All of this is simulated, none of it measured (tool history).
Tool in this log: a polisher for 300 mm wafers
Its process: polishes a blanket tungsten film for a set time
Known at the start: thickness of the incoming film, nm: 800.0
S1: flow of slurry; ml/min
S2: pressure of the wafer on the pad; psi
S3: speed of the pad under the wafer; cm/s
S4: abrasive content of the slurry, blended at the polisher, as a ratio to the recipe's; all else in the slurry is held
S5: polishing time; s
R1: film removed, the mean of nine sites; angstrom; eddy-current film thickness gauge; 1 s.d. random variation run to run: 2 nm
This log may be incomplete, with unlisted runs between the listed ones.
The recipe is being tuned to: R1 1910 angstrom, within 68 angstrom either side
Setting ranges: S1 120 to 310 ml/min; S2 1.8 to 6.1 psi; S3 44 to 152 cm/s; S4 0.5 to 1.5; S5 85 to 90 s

run,hour,S1,S2,S3,S4,S5,R1
1,0,200,3.9,98,1,85,3488.7
2,1.4,200,3.6,98,1,85,3185
3,1.9,200,2.8,98,1,85,2544.5
4,5.5,160,2.8,98,1,85,2501.6
5,11.5,160,2.8,98,1,85,2519.7
6,16.8,160,2.7,98,1,85,2385.4
7,24.4,160,2.6,98,1,85,2294.2
8,31.3,160,2.5,98,1,85,2240.7
9,35.6,160,2.4,98,1,85,2131.7
10,37.4,160,2.2,98,1,85,2018.9

Below are 5 possible settings for the next run. Only one of them brings all results inside the allowed miss of their targets. Which is it?
A,39.2,185,2.3,86,0.85,86,?
B,39.2,160,2,100,0.75,85,?
C,39.2,200,2,110,1.15,85,?
D,39.2,195,2.2,82,1.1,85,?
E,39.2,170,2.3,84,1,90,?

move,R1
A,1800.4
B,1721.8
C,2196.7
D,1771.9
E,1916
A: takes the biggest miss from the last run beyond its target
B: takes the biggest miss from the last run beyond its target
C: misses by more than the last run did
D: takes the biggest miss from the last run beyond its target
E: every result lands within tolerance
E meets every target.
